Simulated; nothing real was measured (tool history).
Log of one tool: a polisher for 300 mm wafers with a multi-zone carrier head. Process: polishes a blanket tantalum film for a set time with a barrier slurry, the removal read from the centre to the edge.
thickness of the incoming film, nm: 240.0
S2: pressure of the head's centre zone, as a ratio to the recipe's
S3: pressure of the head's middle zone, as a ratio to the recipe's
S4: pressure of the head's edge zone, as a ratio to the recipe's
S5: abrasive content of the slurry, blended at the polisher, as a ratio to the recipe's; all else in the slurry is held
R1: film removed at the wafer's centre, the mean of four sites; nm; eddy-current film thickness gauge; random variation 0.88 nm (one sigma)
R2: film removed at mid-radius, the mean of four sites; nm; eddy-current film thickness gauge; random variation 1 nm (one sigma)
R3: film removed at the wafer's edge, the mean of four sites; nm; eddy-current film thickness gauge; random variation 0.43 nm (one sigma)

run 1 hour=0.0 | flow_of_slurry_(ml/min)=280 S2=1.00 S3=1.00 S4=1.00 S5=1.00 polishing_time_(s)=57 | R1=87.051 R2=81.365 R3=84.392
run 2 hour=5.2 | flow_of_slurry_(ml/min)=280 S2=1.00 S3=1.00 S4=1.00 S5=0.80 polishing_time_(s)=57 | R1=81.328 R2=77.577 R3=78.943
run 3 hour=9.1 | flow_of_slurry_(ml/min)=280 S2=1.00 S3=1.00 S4=1.00 S5=0.80 polishing_time_(s)=46 | R1=64.659 R2=63.299 R3=63.970
run 4 hour=13.7 | flow_of_slurry_(ml/min)=290 S2=1.01 S3=1.05 S4=1.03 S5=0.85 polishing_time_(s)=46 | R1=66.391 R2=66.398 R3=65.752
run 5 hour=19.1 | flow_of_slurry_(ml/min)=290 S2=1.01 S3=1.12 S4=1.03 S5=0.85 polishing_time_(s)=46 | R1=67.440 R2=69.965 R3=66.692
run 6 hour=21.4 | flow_of_slurry_(ml/min)=290 S2=1.08 S3=1.12 S4=1.03 S5=0.85 polishing_time_(s)=46 | R1=72.484 R2=70.668 R3=66.542
run 7 hour=29.8 | flow_of_slurry_(ml/min)=295 S2=1.07 S3=1.14 S4=1.05 S5=0.90 polishing_time_(s)=46 | R1=72.555 R2=70.628 R3=67.283

The next listed run, before its measurement:
run 8 hour=38.4 | flow_of_slurry_(ml/min)=295 S2=1.05 S3=1.16 S4=1.05 S5=0.95 polishing_time_(s)=46 | R1=? R2=? R3=?

{"run 8": {"R1": 71.494, "R2": 74.23, "R3": 68.282}}
